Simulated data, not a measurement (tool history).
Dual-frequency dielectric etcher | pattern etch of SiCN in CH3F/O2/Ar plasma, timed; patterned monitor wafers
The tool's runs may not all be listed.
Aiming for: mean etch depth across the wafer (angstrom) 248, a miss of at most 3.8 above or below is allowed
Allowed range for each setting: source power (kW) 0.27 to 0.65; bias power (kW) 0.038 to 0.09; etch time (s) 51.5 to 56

run	hour	source power (kW)	bias power (kW)	etch time (s)	mean etch depth across the wafer (angstrom)
1	0	0.46	0.064	56	215.63
2	7.1	0.5	0.065	56	224.83
3	8.4	0.42	0.065	56	210.16
4	11.4	0.42	0.058	56	198.31
5	20.3	0.42	0.065	56	211.71
6	23.1	0.38	0.065	56	204.18
7	24	0.38	0.065	56	204.26
8	32.8	0.48	0.069	56	229.7
9	39	0.5	0.069	56	232.33
10	39.9	0.52	0.069	56	234.06
11	44.1	0.61	0.071	56	252.04

Of the 4 settings listed for the next run, only one would bring every result within its allowed miss of target. Which one?
A	48.3	0.61	0.076	55	?
B	48.3	0.61	0.071	55	?
C	48.3	0.65	0.077	53.5	?
D	48.3	0.63	0.078	54.5	?

move	mean etch depth across the wafer (angstrom)
A	256.78
B	247.75
C	257.2
D	260.87
A: misses by more than the last run did
B: all results land within tolerance of their targets
C: misses by more than the last run did
D: misses by more than the last run did
B is the move that brings every result within its allowed miss.
